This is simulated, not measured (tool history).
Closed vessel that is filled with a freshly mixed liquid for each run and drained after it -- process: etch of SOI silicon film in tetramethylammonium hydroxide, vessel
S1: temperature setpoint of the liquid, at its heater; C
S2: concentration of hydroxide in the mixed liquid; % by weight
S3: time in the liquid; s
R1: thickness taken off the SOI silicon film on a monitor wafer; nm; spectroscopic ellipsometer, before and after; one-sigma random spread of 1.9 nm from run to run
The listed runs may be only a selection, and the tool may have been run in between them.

run,day,S1,S2,S3,R1
1,0,62,14.5,30,114.79
2,0.108,63,14.5,30,121.64
3,0.333,68.5,14.5,30,169.5
4,0.446,69,14.5,30,174.78
5,0.721,69,13,30,185.82
6,0.788,69,11,30,196.38

What does the tool deliver on the next run?
7,1.012,69.5,11,30,?

{"run 7": {"R1": 200.76}}
